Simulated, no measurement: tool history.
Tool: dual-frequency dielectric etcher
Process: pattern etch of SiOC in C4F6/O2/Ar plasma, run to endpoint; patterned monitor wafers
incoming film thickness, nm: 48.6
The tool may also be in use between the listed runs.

run,hour,bias power (W),source power (W),endpoint time (s)
1,0,513,370,15.671
2,5.2,489,370,15.68
3,6.1,489,400,15.479
4,14.9,489,350,16.109
5,20.2,489,410,15.288
6,24.4,443,410,15.924

Forecast run 7:
7,27.7,426,410,?

{"run 7": {"endpoint time (s)": 16.018}}

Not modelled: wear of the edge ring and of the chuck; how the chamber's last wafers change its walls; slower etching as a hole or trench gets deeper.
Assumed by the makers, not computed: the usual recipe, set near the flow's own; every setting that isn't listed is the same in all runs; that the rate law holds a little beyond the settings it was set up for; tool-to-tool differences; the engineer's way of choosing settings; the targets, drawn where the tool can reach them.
